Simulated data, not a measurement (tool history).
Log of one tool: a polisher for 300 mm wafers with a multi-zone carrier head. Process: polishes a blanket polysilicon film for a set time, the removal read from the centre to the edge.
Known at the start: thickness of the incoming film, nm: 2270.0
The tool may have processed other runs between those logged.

run	day	flow of slurry (ml/min)	pressure of the head's centre zone	pressure of the head's middle zone	pressure of the head's edge zone	polishing time (s)	film removed at the wafer's centre (Å)	film removed at mid-radius (Å)	film removed at the wafer's edge (Å)
1	0	195	1	1	1	44	4845.1	4980	5020.3
2	0.079	185	0.98	0.96	0.98	39	4266.4	4429.7	4393.2
3	0.15	180	0.97	0.92	1.01	35	3810.3	3778.1	3978.2
4	0.333	180	0.97	0.98	1.01	35	3742.4	3932.4	4010.9
5	0.588	180	0.97	1.05	1.01	35	3769.5	4108.7	4043.6
6	0.846	155	0.97	1.05	1.01	35	3630.8	4035.9	3887.6

What does the tool deliver on the next run?
7	0.912	150	0.97	1.01	1.03	33	?	?	?

Run 7 measured film removed at the wafer's centre (Å) 3432.4, film removed at mid-radius (Å) 3672.3, film removed at the wafer's edge (Å) 3691.8.
